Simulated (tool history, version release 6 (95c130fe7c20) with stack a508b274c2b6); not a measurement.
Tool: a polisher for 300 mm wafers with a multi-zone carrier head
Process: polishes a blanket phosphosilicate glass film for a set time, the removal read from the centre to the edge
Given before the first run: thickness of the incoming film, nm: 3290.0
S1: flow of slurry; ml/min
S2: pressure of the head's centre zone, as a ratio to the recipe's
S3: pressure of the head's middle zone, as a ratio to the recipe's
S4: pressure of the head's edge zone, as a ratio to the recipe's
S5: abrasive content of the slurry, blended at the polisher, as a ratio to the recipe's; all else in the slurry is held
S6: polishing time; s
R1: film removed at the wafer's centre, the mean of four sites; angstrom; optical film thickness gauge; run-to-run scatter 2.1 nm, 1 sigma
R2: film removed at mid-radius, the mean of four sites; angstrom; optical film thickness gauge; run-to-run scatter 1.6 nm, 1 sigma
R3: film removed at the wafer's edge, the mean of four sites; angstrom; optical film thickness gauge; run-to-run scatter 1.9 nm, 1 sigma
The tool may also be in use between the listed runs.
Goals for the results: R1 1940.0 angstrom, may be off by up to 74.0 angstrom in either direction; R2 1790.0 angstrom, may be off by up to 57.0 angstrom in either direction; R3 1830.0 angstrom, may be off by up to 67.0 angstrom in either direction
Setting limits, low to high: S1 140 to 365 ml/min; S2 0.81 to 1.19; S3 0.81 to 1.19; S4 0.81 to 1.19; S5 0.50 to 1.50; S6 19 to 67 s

run	hour	S1	S2	S3	S4	S5	S6	R1	R2	R3
1	0.0	235	1.00	1.00	1.00	1.00	43	2522.5	2483.7	2587.8
2	5.4	235	1.00	0.99	0.98	0.90	43	2361.3	2331.1	2403.5
3	8.1	235	1.00	0.97	0.96	0.85	43	2275.9	2215.7	2357.1
4	16.9	265	1.00	0.97	0.96	0.85	43	2358.6	2244.1	2319.5
5	18.2	275	0.99	0.96	0.94	0.80	43	2190.9	2139.1	2213.5
6	24.7	235	0.99	0.96	0.94	0.80	43	2168.2	2125.3	2226.0
7	27.5	240	0.99	0.95	0.92	0.75	43	2111.3	2001.3	2082.3
8	32.2	240	0.99	0.94	0.90	0.75	43	2106.1	1973.1	2055.2
9	36.1	240	0.99	0.94	0.89	0.75	43	2056.3	1957.0	2076.8
10	44.3	245	0.99	0.94	0.88	0.70	43	1969.9	1901.1	1899.7
11	45.4	230	0.99	0.88	0.85	0.70	43	1948.8	1811.2	1869.3

Exactly one of the 5 candidate moves below puts every result within its allowed miss. Which one?
A	46.5	225	1.01	0.90	0.81	0.70	42	?	?	?
B	46.5	310	0.99	0.94	0.81	0.55	53	?	?	?
C	46.5	225	0.84	0.84	0.94	0.75	42	?	?	?
D	46.5	235	1.10	0.91	0.82	0.70	42	?	?	?
E	46.5	220	0.96	0.99	0.81	0.80	37	?	?	?

move	R1	R2	R3
A	1981.4	1797.7	1804.6
B	2040.3	1916.3	1862.6
C	1807.0	1835.7	2008.2
D	2139.5	1818.3	1820.1
E	1852.2	1841.7	1757.8
A: in spec on every target
B: brings the last run's worst result on target, with another outside its allowed miss
C: moves away from the targets compared with the last run
D: brings the last run's worst result on target, with another outside its allowed miss
E: takes the biggest miss from the last run beyond its target
Correct choice: A, which meets every target

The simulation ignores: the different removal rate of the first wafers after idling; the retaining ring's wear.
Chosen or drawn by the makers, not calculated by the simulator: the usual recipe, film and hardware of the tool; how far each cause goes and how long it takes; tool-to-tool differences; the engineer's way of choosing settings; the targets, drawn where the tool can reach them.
